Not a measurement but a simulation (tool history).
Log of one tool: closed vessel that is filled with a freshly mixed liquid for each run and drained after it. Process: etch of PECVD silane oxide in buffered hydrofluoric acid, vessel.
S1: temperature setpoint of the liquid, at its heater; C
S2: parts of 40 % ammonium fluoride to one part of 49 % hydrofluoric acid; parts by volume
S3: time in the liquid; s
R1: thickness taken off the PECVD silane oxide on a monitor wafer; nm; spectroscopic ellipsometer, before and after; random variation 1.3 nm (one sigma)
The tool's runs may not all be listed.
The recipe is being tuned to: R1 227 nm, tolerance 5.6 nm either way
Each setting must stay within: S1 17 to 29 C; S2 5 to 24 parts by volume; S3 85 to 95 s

{"run": 1, "hour": 0.0, "S1": 21, "S2": 14.5, "S3": 85, "R1": 199.89}
{"run": 2, "hour": 3.6, "S1": 21, "S2": 16.5, "S3": 85, "R1": 175.19}
{"run": 3, "hour": 11.3, "S1": 22.5, "S2": 16.5, "S3": 85, "R1": 189.65}
{"run": 4, "hour": 11.9, "S1": 22.5, "S2": 20, "S3": 85, "R1": 157.73}
{"run": 5, "hour": 12.5, "S1": 24, "S2": 20, "S3": 85, "R1": 170.93}
{"run": 6, "hour": 14.5, "S1": 24, "S2": 20, "S3": 85, "R1": 172.03}
{"run": 7, "hour": 15.6, "S1": 24, "S2": 20, "S3": 85, "R1": 171.72}
{"run": 8, "hour": 17.9, "S1": 25, "S2": 20, "S3": 85, "R1": 182.76}
{"run": 9, "hour": 26.0, "S1": 26, "S2": 20, "S3": 85, "R1": 192.41}
{"run": 10, "hour": 31.3, "S1": 26.5, "S2": 20, "S3": 85, "R1": 196.93}
{"run": 11, "hour": 32.6, "S1": 27, "S2": 20, "S3": 85, "R1": 201.76}
{"run": 12, "hour": 39.3, "S1": 27.5, "S2": 20, "S3": 85, "R1": 210.09}

Which of these 4 next moves meets every target?
{"run": "A", "hour": 46.0, "S1": 29, "S2": 21.5, "S3": 95, "R1": "?"}
{"run": "B", "hour": 46.0, "S1": 27, "S2": 20, "S3": 95, "R1": "?"}
{"run": "C", "hour": 46.0, "S1": 28, "S2": 20, "S3": 95, "R1": "?"}
{"run": "D", "hour": 46.0, "S1": 26, "S2": 20, "S3": 85, "R1": "?"}

move=A R1=238.84
move=B R1=225.53
move=C R1=237.94
move=D R1=191.2
A: the result that was furthest off in the last run now lies on the other side of its target
B: every result within its allowed miss
C: the result that was furthest off in the last run now lies on the other side of its target
D: misses by more than the last run did
Correct choice: B, which meets every target
